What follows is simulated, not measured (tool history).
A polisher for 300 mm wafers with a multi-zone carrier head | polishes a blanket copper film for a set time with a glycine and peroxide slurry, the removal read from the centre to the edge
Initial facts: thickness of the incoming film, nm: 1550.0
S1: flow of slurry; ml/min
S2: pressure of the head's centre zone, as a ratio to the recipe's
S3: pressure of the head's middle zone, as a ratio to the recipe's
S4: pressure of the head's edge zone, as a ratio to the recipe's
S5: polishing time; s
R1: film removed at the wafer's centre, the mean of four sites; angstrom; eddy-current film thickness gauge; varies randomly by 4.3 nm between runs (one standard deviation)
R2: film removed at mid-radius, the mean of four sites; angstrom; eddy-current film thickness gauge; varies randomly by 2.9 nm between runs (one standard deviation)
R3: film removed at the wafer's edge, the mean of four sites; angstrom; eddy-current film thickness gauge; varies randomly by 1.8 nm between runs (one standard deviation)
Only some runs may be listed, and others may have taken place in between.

{"run": 1, "hour": 0.0, "S1": 320, "S2": 1.0, "S3": 1.0, "S4": 1.0, "S5": 70, "R1": 3349.9, "R2": 3311.5, "R3": 3185.9}
{"run": 2, "hour": 7.6, "S1": 320, "S2": 1.0, "S3": 1.04, "S4": 1.0, "S5": 70, "R1": 3382.8, "R2": 3414.6, "R3": 3215.3}
{"run": 3, "hour": 13.6, "S1": 320, "S2": 1.0, "S3": 1.07, "S4": 1.0, "S5": 70, "R1": 3421.9, "R2": 3550.2, "R3": 3221.1}
{"run": 4, "hour": 18.6, "S1": 320, "S2": 1.04, "S3": 1.07, "S4": 1.0, "S5": 70, "R1": 3563.6, "R2": 3464.1, "R3": 3216.9}
{"run": 5, "hour": 21.1, "S1": 315, "S2": 1.04, "S3": 1.04, "S4": 1.0, "S5": 69, "R1": 3466.7, "R2": 3292.2, "R3": 3153.1}
{"run": 6, "hour": 27.1, "S1": 275, "S2": 1.04, "S3": 1.04, "S4": 1.0, "S5": 69, "R1": 3411.2, "R2": 3379.8, "R3": 3124.1}
{"run": 7, "hour": 29.9, "S1": 290, "S2": 1.04, "S3": 1.01, "S4": 1.0, "S5": 68, "R1": 3415.3, "R2": 3234.4, "R3": 3066.3}
{"hour": 32.4, "done": "edge zone pressure recalibrated"}
{"run": 8, "hour": 32.4, "S1": 305, "S2": 1.04, "S3": 0.99, "S4": 1.01, "S5": 66, "R1": 3238.9, "R2": 3088.3, "R3": 3140.8}
{"run": 9, "hour": 38.1, "S1": 310, "S2": 1.05, "S3": 0.97, "S4": 0.99, "S5": 65, "R1": 3249.8, "R2": 3044.6, "R3": 3074.5}
{"run": 10, "hour": 43.1, "S1": 310, "S2": 1.07, "S3": 0.96, "S4": 0.99, "S5": 63, "R1": 3304.7, "R2": 2863.6, "R3": 2955.7}

The next listed run, before its measurement:
{"run": 11, "hour": 50.5, "S1": 315, "S2": 1.07, "S3": 0.94, "S4": 0.99, "S5": 62, "R1": "?", "R2": "?", "R3": "?"}

R1: 3208.8 angstrom
R2: 2761.6 angstrom
R3: 2937.1 angstrom

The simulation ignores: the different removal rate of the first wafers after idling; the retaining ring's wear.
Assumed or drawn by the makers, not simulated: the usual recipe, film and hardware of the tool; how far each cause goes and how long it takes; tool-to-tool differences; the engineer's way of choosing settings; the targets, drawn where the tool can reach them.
